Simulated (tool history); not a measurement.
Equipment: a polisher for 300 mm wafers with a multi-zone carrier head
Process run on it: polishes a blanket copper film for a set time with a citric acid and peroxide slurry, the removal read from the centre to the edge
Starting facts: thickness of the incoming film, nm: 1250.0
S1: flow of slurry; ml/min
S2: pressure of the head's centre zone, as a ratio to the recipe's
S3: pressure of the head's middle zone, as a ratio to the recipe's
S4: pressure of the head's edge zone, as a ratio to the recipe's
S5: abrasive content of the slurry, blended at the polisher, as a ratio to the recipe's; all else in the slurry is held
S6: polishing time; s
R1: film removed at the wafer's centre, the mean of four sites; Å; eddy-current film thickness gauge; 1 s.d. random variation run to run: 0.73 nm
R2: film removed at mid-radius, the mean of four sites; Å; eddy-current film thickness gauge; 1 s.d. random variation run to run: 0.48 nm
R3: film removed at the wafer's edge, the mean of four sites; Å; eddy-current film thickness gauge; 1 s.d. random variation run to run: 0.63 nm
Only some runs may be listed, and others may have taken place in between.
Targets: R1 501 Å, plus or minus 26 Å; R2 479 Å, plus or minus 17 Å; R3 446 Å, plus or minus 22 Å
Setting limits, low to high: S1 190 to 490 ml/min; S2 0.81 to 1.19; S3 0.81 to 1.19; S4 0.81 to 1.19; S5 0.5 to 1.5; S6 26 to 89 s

run,hour,S1,S2,S3,S4,S5,S6,R1,R2,R3
1,0,315,1,1,1,1,57,805.28,850.62,805.59
2,4.3,315,1.01,0.99,0.98,0.9,52,750.59,758.06,720.63
3,5.1,315,0.98,0.99,0.98,0.9,52,744.5,756.57,724.17
4,13.1,315,0.98,0.93,0.98,0.9,52,712.3,711.59,731.98
5,15.3,315,0.98,0.94,0.96,0.85,48,677.37,682.38,670.14
6,20.9,315,0.98,0.93,0.95,0.8,44,601.42,594.51,578.96
7,28.4,315,0.98,0.92,0.93,0.75,43,575.15,577,562.5
8,33.6,315,0.99,0.91,0.91,0.7,42,571.1,560.12,551.89
9,34.4,315,1,0.92,0.9,0.65,40,540.21,519.35,508.28
10,36.3,315,1,0.93,0.89,0.6,40,530.42,518.1,497.32
11,37.4,315,1.01,0.93,0.88,0.6,40,542.96,518.97,491.84

Consider the 4 candidate settings below. Which is the only one whose results all fall within their allowed miss of target?
A,38.5,355,0.97,0.96,0.92,0.6,38,?,?,?
B,38.5,315,0.95,0.92,0.94,0.55,40,?,?,?
C,38.5,310,0.84,1.01,0.97,0.55,39,?,?,?
D,38.5,395,1.01,0.92,0.83,0.6,36,?,?,?

move,R1,R2,R3
A,493.32,508.7,473.75
B,496.78,506.25,492.85
C,435.56,528.26,486.59
D,488.61,471.2,431.51
A: better than the last run, though not everything is in spec
B: better than the last run, though not everything is in spec
C: further off than the last run
D: hits every target within its allowed miss
The move that meets every target is D.

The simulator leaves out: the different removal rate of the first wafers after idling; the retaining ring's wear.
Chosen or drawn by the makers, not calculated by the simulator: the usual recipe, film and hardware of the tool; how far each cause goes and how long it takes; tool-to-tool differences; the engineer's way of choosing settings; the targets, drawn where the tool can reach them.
